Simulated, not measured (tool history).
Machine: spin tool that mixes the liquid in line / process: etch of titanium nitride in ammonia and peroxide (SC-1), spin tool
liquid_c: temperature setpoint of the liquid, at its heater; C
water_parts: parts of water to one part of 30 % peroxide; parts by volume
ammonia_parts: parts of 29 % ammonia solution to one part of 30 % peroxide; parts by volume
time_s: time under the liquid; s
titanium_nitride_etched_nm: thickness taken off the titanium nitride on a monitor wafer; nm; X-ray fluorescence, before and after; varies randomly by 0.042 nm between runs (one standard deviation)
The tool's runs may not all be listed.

run    day  liquid_c  water_parts  ammonia_parts  time_s  titanium_nitride_etched_nm
  1      0        47         12.5            0.6      90                      6.3708
  2  0.042        47         12.5            0.6      90                      6.5369
  3  0.196        47         12.5            0.6      95                      6.6645
  4  0.371      46.5         12.5            0.6      95                       6.596
  5  0.467      46.5           11            0.6      95                       7.003
  6  0.558      46.5           11            0.6      95                      6.9294
  7  0.858      45.5           11            0.6      95                      6.5216
  8    0.9      45.5           11            0.6      95                      6.5059
  9  1.133        39           11            0.6      95                      4.0569
 10  1.408      39.5           11            0.6      95                      4.1766

Predict the results of run 11:
 11  1.675      39.5           11            0.6      95                           ?

titanium_nitride_etched_nm: 4.232 nm
